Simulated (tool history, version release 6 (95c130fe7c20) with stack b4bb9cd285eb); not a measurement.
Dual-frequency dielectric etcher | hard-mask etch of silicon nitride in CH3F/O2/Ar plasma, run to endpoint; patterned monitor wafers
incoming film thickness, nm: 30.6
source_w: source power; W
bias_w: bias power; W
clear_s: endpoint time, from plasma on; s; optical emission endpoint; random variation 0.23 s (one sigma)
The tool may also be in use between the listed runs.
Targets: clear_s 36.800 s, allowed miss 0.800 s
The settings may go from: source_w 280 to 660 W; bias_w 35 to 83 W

run  hour  source_w  bias_w  clear_s
  1   0.0       470      59   41.951
  2   2.0       500      60   41.197
  3   3.5       420      60   43.399
  4   6.4       500      60   40.992
  5   9.6       530      61   40.045
  6  11.1       550      62   39.436
  7  19.2       570      63   38.644
  8  24.2       580      64   38.648
  9  30.3       600      65   37.803
 10  32.1       610      65   37.832

4 next moves are on the table. One of them brings every result within its allowed miss. Which?
  A  33.9       580      72        ?
  B  33.9       620      59        ?
  C  33.9       600      57        ?
  D  33.9       650      79        ?

move  clear_s
   A   36.873
   B   38.879
   C   39.762
   D   34.415
A: meets every target
B: further off than the last run
C: further off than the last run
D: takes the result that was furthest off past its target
Answer: A
